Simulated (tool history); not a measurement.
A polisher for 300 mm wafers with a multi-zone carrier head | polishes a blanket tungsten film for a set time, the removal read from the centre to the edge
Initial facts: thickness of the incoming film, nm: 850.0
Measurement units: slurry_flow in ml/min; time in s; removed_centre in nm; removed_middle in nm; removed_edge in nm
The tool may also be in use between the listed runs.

run,hour,slurry_flow,centre_zone,middle_zone,edge_zone,slurry_solids,time,removed_centre,removed_middle,removed_edge
1,0.0,155,1.00,1.00,1.00,1.00,50,266.49,254.47,267.58
2,7.0,165,0.99,1.04,1.02,1.05,50,266.85,278.55,271.45
3,12.7,170,0.99,1.05,1.04,1.10,50,277.05,281.29,282.16
4,19.4,170,0.99,1.12,1.04,1.10,50,269.97,304.38,283.35
5,27.6,170,0.99,1.12,1.04,1.10,41,224.95,252.59,228.51
6,34.8,170,0.99,1.12,1.11,1.10,41,225.70,250.03,245.45
7,36.4,170,0.99,1.12,1.11,1.10,41,226.97,237.40,232.03
# hour 40.4: slurry nozzle cleaned
8,40.4,175,0.99,1.13,1.11,1.15,43,254.32,271.50,257.96
9,42.2,220,0.95,1.17,1.19,1.30,44,263.38,302.90,290.76

Run 10 is up next; what results do you expect?
10,45.6,220,0.95,1.17,1.19,1.35,44,?,?,?

{"run 10": {"removed_centre": 267.65, "removed_middle": 313.36, "removed_edge": 285.92}}
